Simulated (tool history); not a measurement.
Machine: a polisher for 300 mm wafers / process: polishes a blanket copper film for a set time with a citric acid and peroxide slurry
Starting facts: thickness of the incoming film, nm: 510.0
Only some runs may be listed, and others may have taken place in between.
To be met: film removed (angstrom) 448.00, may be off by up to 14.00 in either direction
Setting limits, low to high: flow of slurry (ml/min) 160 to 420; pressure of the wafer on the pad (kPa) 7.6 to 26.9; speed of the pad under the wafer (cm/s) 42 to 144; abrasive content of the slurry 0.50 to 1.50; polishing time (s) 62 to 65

run,hour,flow of slurry (ml/min),pressure of the wafer on the pad (kPa),speed of the pad under the wafer (cm/s),abrasive content of the slurry,polishing time (s),film removed (angstrom)
1,0.0,270,17.2,92,1.00,62,935.79
2,7.9,240,17.2,92,1.00,62,905.82
3,16.9,230,15.2,90,1.00,62,800.26
4,18.7,230,15.2,90,0.80,62,772.04
5,26.0,230,15.2,100,0.80,62,837.38
6,27.5,225,13.8,96,0.80,62,749.06
7,34.4,220,12.4,92,0.80,62,652.90
8,39.8,215,7.6,84,0.80,62,394.25
9,45.7,215,8.3,84,0.80,62,422.18

4 next moves are on the table. One of them brings every result within its allowed miss. Which?
A,51.6,185,7.6,92,0.65,62,?
B,51.6,245,8.3,88,0.60,65,?
C,51.6,230,7.6,92,0.65,62,?
D,51.6,210,9.0,78,0.70,62,?

move,film removed (angstrom)
A,395.27
B,443.31
C,408.37
D,412.15
A: further off than the last run
B: meets every target
C: further off than the last run
D: further off than the last run
Move B is the one to make.

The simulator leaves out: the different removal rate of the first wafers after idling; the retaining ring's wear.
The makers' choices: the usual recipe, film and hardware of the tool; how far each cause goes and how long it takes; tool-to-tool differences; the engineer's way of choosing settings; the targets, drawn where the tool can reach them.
